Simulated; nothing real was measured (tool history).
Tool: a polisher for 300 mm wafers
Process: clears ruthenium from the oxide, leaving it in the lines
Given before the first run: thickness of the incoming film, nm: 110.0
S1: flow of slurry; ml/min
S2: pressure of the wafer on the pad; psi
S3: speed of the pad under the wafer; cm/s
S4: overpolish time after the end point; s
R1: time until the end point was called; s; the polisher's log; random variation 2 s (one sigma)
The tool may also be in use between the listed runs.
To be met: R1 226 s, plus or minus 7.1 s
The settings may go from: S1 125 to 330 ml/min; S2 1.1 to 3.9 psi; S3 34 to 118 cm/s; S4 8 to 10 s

Run 1, hour 0: S1 210 ml/min, S2 2.5 psi, S3 76 cm/s, S4 10 s. Result: R1 101.83 s.
Run 2, hour 2.8: S1 210 ml/min, S2 2.5 psi, S3 76 cm/s, S4 10 s. Result: R1 102.55 s.
Run 3, hour 10.7: S1 205 ml/min, S2 2 psi, S3 70 cm/s, S4 10 s. Result: R1 128.85 s.
Run 4, hour 15.2: S1 200 ml/min, S2 1.7 psi, S3 62 cm/s, S4 10 s. Result: R1 159.81 s.
Run 5, hour 16.6: S1 200 ml/min, S2 1.7 psi, S3 68 cm/s, S4 10 s. Result: R1 144.14 s.
Run 6, hour 21: S1 200 ml/min, S2 1.5 psi, S3 62 cm/s, S4 10 s. Result: R1 173.26 s.
Run 7, hour 22.2: S1 200 ml/min, S2 1.4 psi, S3 60 cm/s, S4 10 s. Result: R1 187.24 s.
Run 8, hour 30.7: S1 200 ml/min, S2 1.3 psi, S3 58 cm/s, S4 10 s. Result: R1 196.11 s.
Run 9, hour 34.5: S1 200 ml/min, S2 1.2 psi, S3 56 cm/s, S4 10 s. Result: R1 210.31 s.

5 next moves are on the table. One of them brings every result within its allowed miss. Which?
Run A, hour 38.3: S1 195 ml/min, S2 1.5 psi, S3 52 cm/s, S4 10 s. Result: R1 ?.
Run B, hour 38.3: S1 165 ml/min, S2 1.1 psi, S3 68 cm/s, S4 10 s. Result: R1 ?.
Run C, hour 38.3: S1 220 ml/min, S2 1.3 psi, S3 58 cm/s, S4 8 s. Result: R1 ?.
Run D, hour 38.3: S1 160 ml/min, S2 1.4 psi, S3 50 cm/s, S4 9 s. Result: R1 ?.
Run E, hour 38.3: S1 195 ml/min, S2 1.2 psi, S3 60 cm/s, S4 10 s. Result: R1 ?.

move      R1
   A  202.16
   B  188.52
   C  193.61
   D  225.02
   E  198.49
A: its largest miss is bigger than the last run's
B: its largest miss is bigger than the last run's
C: its largest miss is bigger than the last run's
D: in spec on every target
E: its largest miss is bigger than the last run's
D meets every target.
